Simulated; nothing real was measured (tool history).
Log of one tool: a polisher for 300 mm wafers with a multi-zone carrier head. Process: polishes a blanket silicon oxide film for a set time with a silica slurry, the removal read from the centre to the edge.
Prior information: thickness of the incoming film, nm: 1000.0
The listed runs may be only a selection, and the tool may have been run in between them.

run	hour	flow of slurry (ml/min)	pressure of the head's centre zone	pressure of the head's middle zone	pressure of the head's edge zone	abrasive content of the slurry	polishing time (s)	film removed at the wafer's centre (nm)	film removed at mid-radius (nm)	film removed at the wafer's edge (nm)
1	0.0	270	1.00	1.00	1.00	1.00	64	224.55	230.11	229.63
2	4.0	270	1.00	0.95	1.00	1.00	64	226.64	224.93	232.21
3	11.6	270	1.00	1.02	1.00	1.00	64	225.53	232.78	228.77
4	17.4	265	1.00	0.97	0.98	0.85	64	211.71	208.86	214.79
5	19.5	265	1.00	0.97	0.95	0.85	64	209.84	205.42	214.95
6	22.1	265	1.00	0.97	1.01	0.85	64	213.80	215.31	217.80

Predict the results of run 7:
7	30.7	265	1.00	0.97	0.97	0.75	64	?	?	?

{"run 7": {"film removed at the wafer's centre (nm)": 203.48, "film removed at mid-radius (nm)": 196.27, "film removed at the wafer's edge (nm)": 200.93}}
